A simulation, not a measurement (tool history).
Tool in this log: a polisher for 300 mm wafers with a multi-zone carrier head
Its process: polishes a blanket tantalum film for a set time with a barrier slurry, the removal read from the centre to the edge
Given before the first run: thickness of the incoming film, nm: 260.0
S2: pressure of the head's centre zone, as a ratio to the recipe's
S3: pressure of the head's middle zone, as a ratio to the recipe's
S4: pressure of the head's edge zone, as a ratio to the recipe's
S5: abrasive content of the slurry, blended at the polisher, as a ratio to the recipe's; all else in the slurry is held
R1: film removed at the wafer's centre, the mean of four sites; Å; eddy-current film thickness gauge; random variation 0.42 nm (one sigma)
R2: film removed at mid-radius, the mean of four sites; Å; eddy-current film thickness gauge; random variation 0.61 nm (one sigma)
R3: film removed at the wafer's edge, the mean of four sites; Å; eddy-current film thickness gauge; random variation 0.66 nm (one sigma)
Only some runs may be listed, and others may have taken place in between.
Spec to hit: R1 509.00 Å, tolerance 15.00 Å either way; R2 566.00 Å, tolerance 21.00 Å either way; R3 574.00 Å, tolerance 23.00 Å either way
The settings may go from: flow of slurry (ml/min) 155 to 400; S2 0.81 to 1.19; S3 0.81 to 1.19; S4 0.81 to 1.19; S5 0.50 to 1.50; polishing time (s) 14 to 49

run 1 hour=0.0 | flow_of_slurry_(ml/min)=255 S2=1.00 S3=1.00 S4=1.00 S5=1.00 polishing_time_(s)=31 | R1=607.81 R2=608.33 R3=598.91
run 2 hour=1.9 | flow_of_slurry_(ml/min)=255 S2=1.00 S3=1.00 S4=0.93 S5=1.00 polishing_time_(s)=31 | R1=613.49 R2=613.98 R3=584.34
run 3 hour=5.2 | flow_of_slurry_(ml/min)=250 S2=0.98 S3=0.99 S4=0.93 S5=1.00 polishing_time_(s)=31 | R1=593.55 R2=601.79 R3=594.29
run 4 hour=6.2 | flow_of_slurry_(ml/min)=250 S2=0.98 S3=0.99 S4=0.93 S5=0.85 polishing_time_(s)=31 | R1=582.62 R2=590.87 R3=566.09
run 5 hour=7.0 | flow_of_slurry_(ml/min)=230 S2=0.98 S3=0.99 S4=0.93 S5=0.85 polishing_time_(s)=31 | R1=565.79 R2=572.90 R3=570.95
run 6 hour=12.0 | flow_of_slurry_(ml/min)=230 S2=0.98 S3=0.94 S4=0.93 S5=0.85 polishing_time_(s)=31 | R1=560.71 R2=552.95 R3=576.05
run 7 hour=20.1 | flow_of_slurry_(ml/min)=220 S2=0.97 S3=0.95 S4=0.93 S5=0.85 polishing_time_(s)=31 | R1=558.89 R2=552.45 R3=566.45
run 8 hour=24.6 | flow_of_slurry_(ml/min)=215 S2=0.95 S3=0.96 S4=0.93 S5=0.85 polishing_time_(s)=31 | R1=544.29 R2=548.51 R3=571.77
run 9 hour=28.1 | flow_of_slurry_(ml/min)=210 S2=0.94 S3=0.97 S4=0.93 S5=0.85 polishing_time_(s)=31 | R1=534.03 R2=558.61 R3=556.16
run 10 hour=31.8 | flow_of_slurry_(ml/min)=205 S2=0.93 S3=0.97 S4=0.94 S5=0.85 polishing_time_(s)=31 | R1=523.65 R2=561.80 R3=569.68

Of the 4 settings listed for the next run, only one would bring every result within its allowed miss of target. Which one?
run A hour=35.5 | flow_of_slurry_(ml/min)=195 S2=0.92 S3=1.01 S4=0.92 S5=0.90 polishing_time_(s)=32 | R1=? R2=? R3=?
run B hour=35.5 | flow_of_slurry_(ml/min)=230 S2=0.97 S3=0.99 S4=0.91 S5=0.85 polishing_time_(s)=30 | R1=? R2=? R3=?
run C hour=35.5 | flow_of_slurry_(ml/min)=215 S2=0.92 S3=1.00 S4=0.94 S5=0.70 polishing_time_(s)=33 | R1=? R2=? R3=?
run D hour=35.5 | flow_of_slurry_(ml/min)=280 S2=0.87 S3=0.94 S4=0.90 S5=0.95 polishing_time_(s)=30 | R1=? R2=? R3=?

move=A R1=535.84 R2=593.21 R3=582.47
move=B R1=540.01 R2=556.26 R3=549.12
move=C R1=538.92 R2=590.93 R3=587.23
move=D R1=506.84 R2=558.68 R3=568.30
A: lands further from the targets than the last run did
B: lands further from the targets than the last run did
C: lands further from the targets than the last run did
D: meets every target
The move that meets every target is D.

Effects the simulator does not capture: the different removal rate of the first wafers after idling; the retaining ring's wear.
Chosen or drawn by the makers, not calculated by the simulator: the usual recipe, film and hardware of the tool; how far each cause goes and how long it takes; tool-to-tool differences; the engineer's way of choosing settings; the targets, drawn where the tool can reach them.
